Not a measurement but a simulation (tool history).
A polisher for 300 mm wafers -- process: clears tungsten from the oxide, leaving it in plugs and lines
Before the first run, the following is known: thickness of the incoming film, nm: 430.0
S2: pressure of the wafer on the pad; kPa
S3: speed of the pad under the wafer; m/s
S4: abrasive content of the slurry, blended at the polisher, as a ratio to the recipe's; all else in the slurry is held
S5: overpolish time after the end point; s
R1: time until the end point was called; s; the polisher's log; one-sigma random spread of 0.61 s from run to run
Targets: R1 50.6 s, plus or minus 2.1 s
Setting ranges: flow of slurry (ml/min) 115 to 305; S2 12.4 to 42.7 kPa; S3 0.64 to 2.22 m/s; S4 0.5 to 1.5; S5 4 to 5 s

run 1 day=0 | flow_of_slurry_(ml/min)=195 S2=27.6 S3=1.42 S4=1 S5=5 | R1=64.702
run 2 day=0.054 | flow_of_slurry_(ml/min)=195 S2=27.6 S3=1.64 S4=1 S5=5 | R1=58.795
run 3 day=0.15 | flow_of_slurry_(ml/min)=195 S2=29 S3=1.64 S4=1 S5=5 | R1=54.319
run 4 day=0.3 | flow_of_slurry_(ml/min)=195 S2=23.4 S3=1.64 S4=1 S5=5 | R1=66.883
run 5 day=0.342 | flow_of_slurry_(ml/min)=195 S2=25.5 S3=1.64 S4=1 S5=5 | R1=62.156
run 6 day=0.367 | flow_of_slurry_(ml/min)=195 S2=25.5 S3=1.64 S4=1 S5=5 | R1=62.322
run 7 day=0.733 | flow_of_slurry_(ml/min)=195 S2=26.9 S3=1.64 S4=1 S5=5 | R1=59.405
run 8 day=0.808 | flow_of_slurry_(ml/min)=195 S2=28.3 S3=1.64 S4=1 S5=5 | R1=56.099
run 9 day=0.862 | flow_of_slurry_(ml/min)=195 S2=29 S3=1.64 S4=1 S5=5 | R1=55.558

Pick the move, out of 4, that brings all results within their allowed miss; only one does.
run A day=0.917 | flow_of_slurry_(ml/min)=205 S2=28.3 S3=1.98 S4=0.65 S5=5 | R1=?
run B day=0.917 | flow_of_slurry_(ml/min)=240 S2=20 S3=1.84 S4=1.15 S5=5 | R1=?
run C day=0.917 | flow_of_slurry_(ml/min)=150 S2=37.9 S3=1.24 S4=1.2 S5=4 | R1=?
run D day=0.917 | flow_of_slurry_(ml/min)=255 S2=26.9 S3=1.62 S4=1.25 S5=4 | R1=?

move=A R1=49.262
move=B R1=65.069
move=C R1=53.259
move=D R1=53.68
A: in spec on every target
B: lands further from the targets than the last run did
C: nearer than the last run, and not there yet
D: nearer than the last run, and not there yet
So the answer is move A, the one that meets all the targets.

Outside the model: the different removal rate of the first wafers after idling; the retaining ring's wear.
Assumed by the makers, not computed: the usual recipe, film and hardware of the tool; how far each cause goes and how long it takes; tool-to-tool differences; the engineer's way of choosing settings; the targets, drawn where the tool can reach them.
